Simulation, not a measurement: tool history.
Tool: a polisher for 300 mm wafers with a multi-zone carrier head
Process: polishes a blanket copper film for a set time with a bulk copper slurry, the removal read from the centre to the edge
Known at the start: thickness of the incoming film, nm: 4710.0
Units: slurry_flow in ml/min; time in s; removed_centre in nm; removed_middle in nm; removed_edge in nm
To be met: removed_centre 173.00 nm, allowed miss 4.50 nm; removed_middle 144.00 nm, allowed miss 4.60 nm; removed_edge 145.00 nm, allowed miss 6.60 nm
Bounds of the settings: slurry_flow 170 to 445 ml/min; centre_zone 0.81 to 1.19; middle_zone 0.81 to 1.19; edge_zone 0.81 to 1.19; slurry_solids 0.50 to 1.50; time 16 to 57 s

run 1 hour=0.0 | slurry_flow=285 centre_zone=1.00 middle_zone=1.00 edge_zone=1.00 slurry_solids=1.00 time=36 | removed_centre=181.65 removed_middle=180.23 removed_edge=175.10
run 2 hour=4.0 | slurry_flow=285 centre_zone=1.00 middle_zone=1.00 edge_zone=1.00 slurry_solids=0.80 time=36 | removed_centre=170.14 removed_middle=168.90 removed_edge=167.03
run 3 hour=13.0 | slurry_flow=280 centre_zone=1.02 middle_zone=0.97 edge_zone=0.96 slurry_solids=0.75 time=36 | removed_centre=172.44 removed_middle=162.40 removed_edge=162.70
run 4 hour=22.0 | slurry_flow=275 centre_zone=1.03 middle_zone=0.95 edge_zone=0.93 slurry_solids=0.70 time=36 | removed_centre=170.38 removed_middle=154.83 removed_edge=156.32
run 5 hour=25.7 | slurry_flow=275 centre_zone=1.03 middle_zone=0.95 edge_zone=1.01 slurry_solids=0.70 time=36 | removed_centre=169.48 removed_middle=157.37 removed_edge=162.61
run 6 hour=32.6 | slurry_flow=270 centre_zone=1.04 middle_zone=0.94 edge_zone=0.97 slurry_solids=0.65 time=36 | removed_centre=167.82 removed_middle=153.05 removed_edge=156.16
run 7 hour=36.4 | slurry_flow=270 centre_zone=1.05 middle_zone=0.93 edge_zone=0.95 slurry_solids=0.65 time=36 | removed_centre=170.74 removed_middle=150.48 removed_edge=154.15
run 8 hour=40.7 | slurry_flow=265 centre_zone=1.06 middle_zone=0.93 edge_zone=0.93 slurry_solids=0.65 time=36 | removed_centre=172.19 removed_middle=152.67 removed_edge=153.11
run 9 hour=46.5 | slurry_flow=265 centre_zone=1.07 middle_zone=0.92 edge_zone=0.91 slurry_solids=0.65 time=36 | removed_centre=174.98 removed_middle=150.44 removed_edge=151.17

5 next moves are on the table. One of them brings every result within its allowed miss. Which?
run A hour=52.3 | slurry_flow=285 centre_zone=1.05 middle_zone=0.89 edge_zone=0.93 slurry_solids=0.60 time=38 | removed_centre=? removed_middle=? removed_edge=?
run B hour=52.3 | slurry_flow=280 centre_zone=1.04 middle_zone=0.92 edge_zone=0.88 slurry_solids=0.65 time=35 | removed_centre=? removed_middle=? removed_edge=?
run C hour=52.3 | slurry_flow=270 centre_zone=1.13 middle_zone=0.93 edge_zone=0.92 slurry_solids=0.60 time=35 | removed_centre=? removed_middle=? removed_edge=?
run D hour=52.3 | slurry_flow=180 centre_zone=1.09 middle_zone=0.83 edge_zone=0.81 slurry_solids=0.60 time=38 | removed_centre=? removed_middle=? removed_edge=?
run E hour=52.3 | slurry_flow=245 centre_zone=1.19 middle_zone=0.89 edge_zone=0.84 slurry_solids=0.55 time=35 | removed_centre=? removed_middle=? removed_edge=?

move=A removed_centre=177.29 removed_middle=153.21 removed_edge=159.16
move=B removed_centre=165.19 removed_middle=147.98 removed_edge=146.04
move=C removed_centre=173.11 removed_middle=145.54 removed_edge=145.24
move=D removed_centre=172.29 removed_middle=137.00 removed_edge=144.34
move=E removed_centre=174.85 removed_middle=135.60 removed_edge=135.50
A: further off than the last run
B: brings the result that was furthest off to its target, and leaves another outside
C: meets every target
D: takes the result that was furthest off past its target
E: takes the result that was furthest off past its target
Move C is the one to make.
